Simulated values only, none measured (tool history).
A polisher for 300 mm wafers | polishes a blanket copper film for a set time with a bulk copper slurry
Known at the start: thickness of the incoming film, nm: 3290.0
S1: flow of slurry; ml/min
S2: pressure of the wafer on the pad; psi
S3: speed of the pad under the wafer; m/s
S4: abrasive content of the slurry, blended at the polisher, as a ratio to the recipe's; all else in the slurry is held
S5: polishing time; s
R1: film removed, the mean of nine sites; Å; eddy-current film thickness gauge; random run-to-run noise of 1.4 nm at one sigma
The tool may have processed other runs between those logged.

run 1 hour=0 | S1=270 S2=2.2 S3=1.22 S4=1 S5=27 | R1=2123.4
run 2 hour=7.4 | S1=225 S2=2.2 S3=1.22 S4=1 S5=27 | R1=2077.4
run 3 hour=15.7 | S1=225 S2=2.2 S3=1.22 S4=1 S5=24 | R1=1831
run 4 hour=17.1 | S1=220 S2=2.1 S3=1.22 S4=1 S5=24 | R1=1769.5
run 5 hour=19 | S1=160 S2=2.1 S3=1.22 S4=1 S5=24 | R1=1671.1
run 6 hour=22.5 | S1=160 S2=2.1 S3=1.22 S4=1 S5=24 | R1=1663.9
run 7 hour=30.3 | S1=160 S2=2 S3=1.22 S4=1 S5=24 | R1=1566.7

Forecast run 8:
run 8 hour=36.6 | S1=160 S2=1.9 S3=1.22 S4=1 S5=24 | R1=?

{"run 8": {"R1": 1561.3}}

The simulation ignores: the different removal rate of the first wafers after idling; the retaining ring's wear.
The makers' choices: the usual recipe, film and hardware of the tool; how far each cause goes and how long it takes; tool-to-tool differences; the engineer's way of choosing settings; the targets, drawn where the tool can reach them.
